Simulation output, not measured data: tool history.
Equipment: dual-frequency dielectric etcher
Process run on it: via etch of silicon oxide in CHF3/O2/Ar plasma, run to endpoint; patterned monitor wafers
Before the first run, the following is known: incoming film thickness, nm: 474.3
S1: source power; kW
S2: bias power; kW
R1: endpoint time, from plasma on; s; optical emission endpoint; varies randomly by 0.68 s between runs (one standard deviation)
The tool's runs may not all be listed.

run  hour    S1     S2      R1
  1     0  0.67  0.122  245.65
  2   7.9  0.56  0.122  265.12
  3  11.3  0.65  0.128  242.53
  4    20  0.65  0.116  252.65
  5  24.6  0.72   0.12  240.44
  6  25.5  0.77  0.124  229.61

Run 7, settings as shown, results not yet in. Your forecast:
  7  30.3  0.81  0.127   ?

For run 7 the tool returned R1 223.85 s.
